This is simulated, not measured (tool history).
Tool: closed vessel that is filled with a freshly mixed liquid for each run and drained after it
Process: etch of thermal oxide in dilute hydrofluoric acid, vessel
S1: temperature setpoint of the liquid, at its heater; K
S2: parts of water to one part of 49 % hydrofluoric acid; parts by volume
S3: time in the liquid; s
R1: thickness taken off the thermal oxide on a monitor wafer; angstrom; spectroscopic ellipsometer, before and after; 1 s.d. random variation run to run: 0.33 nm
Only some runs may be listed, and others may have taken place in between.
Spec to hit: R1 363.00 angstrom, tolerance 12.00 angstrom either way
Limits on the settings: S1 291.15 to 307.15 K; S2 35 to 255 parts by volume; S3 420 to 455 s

Run 1, hour 0.0: S1 299.15 K, S2 145 parts by volume, S3 420 s. Result: R1 144.56 angstrom.
Run 2, hour 3.6: S1 299.15 K, S2 185 parts by volume, S3 420 s. Result: R1 105.76 angstrom.
Run 3, hour 5.9: S1 300.15 K, S2 165 parts by volume, S3 420 s. Result: R1 124.46 angstrom.
Run 4, hour 11.0: S1 300.15 K, S2 185 parts by volume, S3 420 s. Result: R1 110.62 angstrom.
Run 5, hour 12.0: S1 301.15 K, S2 165 parts by volume, S3 420 s. Result: R1 132.83 angstrom.
Run 6, hour 20.0: S1 304.15 K, S2 165 parts by volume, S3 420 s. Result: R1 148.70 angstrom.
Run 7, hour 28.5: S1 304.65 K, S2 150 parts by volume, S3 420 s. Result: R1 171.43 angstrom.
Run 8, hour 29.1: S1 305.15 K, S2 135 parts by volume, S3 420 s. Result: R1 193.76 angstrom.
Run 9, hour 35.0: S1 305.65 K, S2 120 parts by volume, S3 420 s. Result: R1 226.18 angstrom.
Run 10, hour 39.8: S1 305.65 K, S2 110 parts by volume, S3 420 s. Result: R1 254.04 angstrom.
Run 11, hour 44.1: S1 305.65 K, S2 105 parts by volume, S3 420 s. Result: R1 267.40 angstrom.
Run 12, hour 52.3: S1 305.65 K, S2 100 parts by volume, S3 420 s. Result: R1 283.79 angstrom.
Run 13, hour 55.2: S1 305.65 K, S2 100 parts by volume, S3 420 s. Result: R1 278.91 angstrom.
Run 14, hour 57.5: S1 305.65 K, S2 95 parts by volume, S3 420 s. Result: R1 297.56 angstrom.

4 candidate next runs follow, results not yet known. Just one meets every target within its allowed miss. Identify it.
Run A, hour 59.8: S1 307.15 K, S2 80 parts by volume, S3 450 s. Result: R1 ?.
Run B, hour 59.8: S1 306.65 K, S2 120 parts by volume, S3 420 s. Result: R1 ?.
Run C, hour 59.8: S1 302.65 K, S2 75 parts by volume, S3 445 s. Result: R1 ?.
Run D, hour 59.8: S1 302.15 K, S2 80 parts by volume, S3 430 s. Result: R1 ?.

move      R1
   A  405.09
   B  232.73
   C  363.44
   D  320.64
A: moves the result that the last run missed by most past its target, out the other side
B: moves away from the targets compared with the last run
C: each result inside its tolerance
D: better than the last run, though not everything is in spec
Go with C: it meets all targets.
